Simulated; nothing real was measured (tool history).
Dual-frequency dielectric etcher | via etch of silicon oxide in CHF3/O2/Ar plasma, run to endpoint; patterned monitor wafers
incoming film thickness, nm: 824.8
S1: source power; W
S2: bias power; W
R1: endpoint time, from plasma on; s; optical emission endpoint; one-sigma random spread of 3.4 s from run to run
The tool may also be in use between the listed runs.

run,hour,S1,S2,R1
1,0.0,490,228,402.98
2,3.0,490,244,405.03
3,6.5,470,241,413.86
4,14.3,540,241,384.99
5,21.1,510,241,390.68
6,25.3,490,239,400.48
7,26.8,470,236,409.88

Run 8 comes next. What will it give?
8,34.1,370,215,?

{"run 8": {"R1": 476.58}}
